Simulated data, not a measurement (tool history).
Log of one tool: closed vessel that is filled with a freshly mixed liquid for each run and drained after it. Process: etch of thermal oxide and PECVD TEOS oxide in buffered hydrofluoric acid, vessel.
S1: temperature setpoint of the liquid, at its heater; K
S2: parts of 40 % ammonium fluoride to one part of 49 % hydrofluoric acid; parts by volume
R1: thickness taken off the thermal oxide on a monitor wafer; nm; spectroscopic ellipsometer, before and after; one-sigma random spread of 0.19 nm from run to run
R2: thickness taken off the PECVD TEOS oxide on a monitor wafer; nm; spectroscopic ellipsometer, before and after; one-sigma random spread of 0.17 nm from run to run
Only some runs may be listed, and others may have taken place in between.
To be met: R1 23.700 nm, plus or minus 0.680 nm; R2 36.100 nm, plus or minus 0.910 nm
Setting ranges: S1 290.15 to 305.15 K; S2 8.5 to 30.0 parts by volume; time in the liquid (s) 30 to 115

run 1 hour=0.0 | S1=298.15 S2=23.0 time_in_the_liquid_(s)=60 | R1=40.799 R2=62.189
run 2 hour=2.2 | S1=298.15 S2=23.0 time_in_the_liquid_(s)=75 | R1=51.224 R2=76.593
run 3 hour=5.5 | S1=298.15 S2=23.0 time_in_the_liquid_(s)=100 | R1=68.585 R2=103.470
run 4 hour=13.0 | S1=296.65 S2=24.5 time_in_the_liquid_(s)=95 | R1=56.912 R2=86.793
-- hour=15.0 thermometer replaced
run 5 hour=15.0 | S1=298.15 S2=24.5 time_in_the_liquid_(s)=95 | R1=55.741 R2=84.415
run 6 hour=24.0 | S1=298.15 S2=24.5 time_in_the_liquid_(s)=110 | R1=64.553 R2=98.013
run 7 hour=27.6 | S1=297.15 S2=25.5 time_in_the_liquid_(s)=95 | R1=51.390 R2=77.930
run 8 hour=33.1 | S1=297.15 S2=25.5 time_in_the_liquid_(s)=95 | R1=51.368 R2=78.014
run 9 hour=39.6 | S1=293.15 S2=30.0 time_in_the_liquid_(s)=75 | R1=29.213 R2=43.944
run 10 hour=43.2 | S1=292.65 S2=30.0 time_in_the_liquid_(s)=75 | R1=28.534 R2=42.902
run 11 hour=49.8 | S1=292.15 S2=30.0 time_in_the_liquid_(s)=75 | R1=27.077 R2=41.709

Below are 5 possible settings for the next run. Only one of them brings all results inside the allowed miss of their targets. Which is it?
run A hour=56.4 | S1=291.15 S2=28.0 time_in_the_liquid_(s)=65 | R1=? R2=?
run B hour=56.4 | S1=291.15 S2=29.5 time_in_the_liquid_(s)=65 | R1=? R2=?
run C hour=56.4 | S1=294.65 S2=25.0 time_in_the_liquid_(s)=70 | R1=? R2=?
run D hour=56.4 | S1=291.15 S2=28.5 time_in_the_liquid_(s)=70 | R1=? R2=?
run E hour=56.4 | S1=291.15 S2=27.5 time_in_the_liquid_(s)=85 | R1=? R2=?

move=A R1=23.594 R2=35.546
move=B R1=22.756 R2=34.284
move=C R1=33.477 R2=50.435
move=D R1=25.100 R2=37.814
move=E R1=31.242 R2=47.067
A: each result inside its tolerance
B: the result that was furthest off in the last run now lies on the other side of its target
C: lands further from the targets than the last run did
D: better than the last run, though not everything is in spec
E: lands further from the targets than the last run did
A meets every target.
